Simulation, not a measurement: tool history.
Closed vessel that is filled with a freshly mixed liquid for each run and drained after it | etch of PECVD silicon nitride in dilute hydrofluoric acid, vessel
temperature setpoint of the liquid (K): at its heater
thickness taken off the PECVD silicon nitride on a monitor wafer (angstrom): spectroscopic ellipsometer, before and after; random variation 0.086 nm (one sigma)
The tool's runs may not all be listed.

| run | day | temperature setpoint of the liquid (K) | parts of water to one part of 49 % hydrofluoric acid (parts by volume) | time in the liquid (s) | thickness taken off the PECVD silicon nitride on a monitor wafer (angstrom) |
|---|---|---|---|---|---|
| 1 | 0 | 294.15 | 150 | 2450 | 225.43 |
| 2 | 0.183 | 296.65 | 150 | 2450 | 268.77 |
| 3 | 0.446 | 296.65 | 120 | 2450 | 335.01 |
| 4 | 0.746 | 295.15 | 120 | 2450 | 307.92 |
| 5 | 1.142 | 295.15 | 70 | 2450 | 509.76 |
| 6 | 1.412 | 295.15 | 100 | 2450 | 360.76 |

Run 7 comes next. What will it give?
| 7 | 1.796 | 291.15 | 160 | 2450 | ? |

{"run 7": {"thickness taken off the PECVD silicon nitride on a monitor wafer (angstrom)": 175.16}}
